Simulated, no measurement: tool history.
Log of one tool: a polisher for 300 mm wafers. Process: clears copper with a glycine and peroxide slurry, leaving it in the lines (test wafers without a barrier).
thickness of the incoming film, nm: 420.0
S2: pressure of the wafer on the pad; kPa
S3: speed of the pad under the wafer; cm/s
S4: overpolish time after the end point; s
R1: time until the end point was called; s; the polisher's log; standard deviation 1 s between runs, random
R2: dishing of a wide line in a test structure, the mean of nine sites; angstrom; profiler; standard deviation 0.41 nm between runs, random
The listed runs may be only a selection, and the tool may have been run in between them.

{"run": 1, "hour": 0.0, "flow of slurry (ml/min)": 285, "S2": 15.2, "S3": 102, "S4": 17, "R1": 79.427, "R2": 521.78}
{"run": 2, "hour": 6.9, "flow of slurry (ml/min)": 285, "S2": 15.2, "S3": 102, "S4": 20, "R1": 76.565, "R2": 593.73}
{"run": 3, "hour": 14.9, "flow of slurry (ml/min)": 285, "S2": 15.2, "S3": 88, "S4": 20, "R1": 87.958, "R2": 536.43}
{"run": 4, "hour": 16.3, "flow of slurry (ml/min)": 305, "S2": 13.8, "S3": 98, "S4": 17, "R1": 85.098, "R2": 485.59}
{"run": 5, "hour": 19.7, "flow of slurry (ml/min)": 330, "S2": 12.4, "S3": 104, "S4": 15, "R1": 89.246, "R2": 415.08}
{"run": 6, "hour": 20.9, "flow of slurry (ml/min)": 350, "S2": 11, "S3": 114, "S4": 13, "R1": 91.656, "R2": 366.8}
{"run": 7, "hour": 24.2, "flow of slurry (ml/min)": 370, "S2": 10.3, "S3": 122, "S4": 11, "R1": 90.233, "R2": 315.34}
{"run": 8, "hour": 32.1, "flow of slurry (ml/min)": 385, "S2": 10.3, "S3": 130, "S4": 10, "R1": 88.051, "R2": 300.49}
{"run": 9, "hour": 35.4, "flow of slurry (ml/min)": 395, "S2": 10.3, "S3": 136, "S4": 9, "R1": 83.187, "R2": 272.92}
{"run": 10, "hour": 40.3, "flow of slurry (ml/min)": 445, "S2": 9, "S3": 160, "S4": 5, "R1": 85.087, "R2": 171.53}
{"run": 11, "hour": 41.2, "flow of slurry (ml/min)": 445, "S2": 9.7, "S3": 160, "S4": 5, "R1": 79.493, "R2": 175.1}

Run 12 is up next; what results do you expect?
{"run": 12, "hour": 44.9, "flow of slurry (ml/min)": 445, "S2": 12.4, "S3": 160, "S4": 7, "R1": "?", "R2": "?"}

Run 12 yielded R1 64.529 s, R2 289.12 angstrom.
